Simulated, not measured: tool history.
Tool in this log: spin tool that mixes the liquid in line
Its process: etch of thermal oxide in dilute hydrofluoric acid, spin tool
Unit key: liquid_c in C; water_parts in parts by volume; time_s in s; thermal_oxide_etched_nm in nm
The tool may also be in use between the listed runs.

{"run": 1, "day": 0.0, "liquid_c": 25, "water_parts": 270, "time_s": 280, "thermal_oxide_etched_nm": 4.3891}
{"run": 2, "day": 0.025, "liquid_c": 23, "water_parts": 270, "time_s": 280, "thermal_oxide_etched_nm": 4.1649}
{"run": 3, "day": 0.283, "liquid_c": 25.5, "water_parts": 265, "time_s": 280, "thermal_oxide_etched_nm": 4.6408}
{"run": 4, "day": 0.425, "liquid_c": 25.5, "water_parts": 350, "time_s": 280, "thermal_oxide_etched_nm": 3.2477}
{"run": 5, "day": 0.492, "liquid_c": 27.5, "water_parts": 320, "time_s": 280, "thermal_oxide_etched_nm": 3.8413}
{"run": 6, "day": 0.85, "liquid_c": 30.5, "water_parts": 320, "time_s": 280, "thermal_oxide_etched_nm": 4.2315}

Expected results for the next run?
{"run": 7, "day": 0.9, "liquid_c": 31, "water_parts": 300, "time_s": 280, "thermal_oxide_etched_nm": "?"}

Run 7 produced thermal_oxide_etched_nm 4.7976 nm.
